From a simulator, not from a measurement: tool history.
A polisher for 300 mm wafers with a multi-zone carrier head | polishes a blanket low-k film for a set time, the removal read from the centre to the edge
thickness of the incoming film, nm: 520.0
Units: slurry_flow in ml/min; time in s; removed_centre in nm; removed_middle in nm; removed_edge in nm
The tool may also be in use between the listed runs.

{"run": 1, "hour": 0.0, "slurry_flow": 205, "centre_zone": 1.0, "middle_zone": 1.0, "edge_zone": 1.0, "slurry_solids": 1.0, "time": 37, "removed_centre": 16.971, "removed_middle": 17.545, "removed_edge": 16.89}
{"run": 2, "hour": 8.7, "slurry_flow": 205, "centre_zone": 1.0, "middle_zone": 1.04, "edge_zone": 1.0, "slurry_solids": 1.0, "time": 37, "removed_centre": 17.226, "removed_middle": 18.344, "removed_edge": 16.99}
{"run": 3, "hour": 11.6, "slurry_flow": 205, "centre_zone": 0.98, "middle_zone": 1.04, "edge_zone": 1.04, "slurry_solids": 1.1, "time": 38, "removed_centre": 18.14, "removed_middle": 19.363, "removed_edge": 18.381}
{"run": 4, "hour": 17.5, "slurry_flow": 205, "centre_zone": 0.98, "middle_zone": 1.04, "edge_zone": 1.1, "slurry_solids": 1.1, "time": 38, "removed_centre": 17.997, "removed_middle": 19.249, "removed_edge": 19.13}
{"run": 5, "hour": 18.8, "slurry_flow": 205, "centre_zone": 0.95, "middle_zone": 1.05, "edge_zone": 1.12, "slurry_solids": 1.2, "time": 39, "removed_centre": 18.435, "removed_middle": 20.447, "removed_edge": 20.299}
{"run": 6, "hour": 21.3, "slurry_flow": 205, "centre_zone": 0.95, "middle_zone": 1.05, "edge_zone": 1.12, "slurry_solids": 1.35, "time": 39, "removed_centre": 19.091, "removed_middle": 21.424, "removed_edge": 20.979}
{"run": 7, "hour": 28.1, "slurry_flow": 210, "centre_zone": 0.93, "middle_zone": 1.05, "edge_zone": 1.14, "slurry_solids": 1.4, "time": 40, "removed_centre": 19.566, "removed_middle": 21.827, "removed_edge": 21.997}
{"run": 8, "hour": 32.8, "slurry_flow": 210, "centre_zone": 0.92, "middle_zone": 1.06, "edge_zone": 1.15, "slurry_solids": 1.4, "time": 41, "removed_centre": 19.786, "removed_middle": 22.923, "removed_edge": 22.509}
{"run": 9, "hour": 34.7, "slurry_flow": 210, "centre_zone": 0.91, "middle_zone": 1.06, "edge_zone": 1.16, "slurry_solids": 1.4, "time": 42, "removed_centre": 19.983, "removed_middle": 23.643, "removed_edge": 23.604}

Forecast run 10:
{"run": 10, "hour": 41.8, "slurry_flow": 215, "centre_zone": 0.9, "middle_zone": 1.06, "edge_zone": 1.17, "slurry_solids": 1.4, "time": 42, "removed_centre": "?", "removed_middle": "?", "removed_edge": "?"}

{"run 10": {"removed_centre": 19.883, "removed_middle": 23.664, "removed_edge": 23.698}}
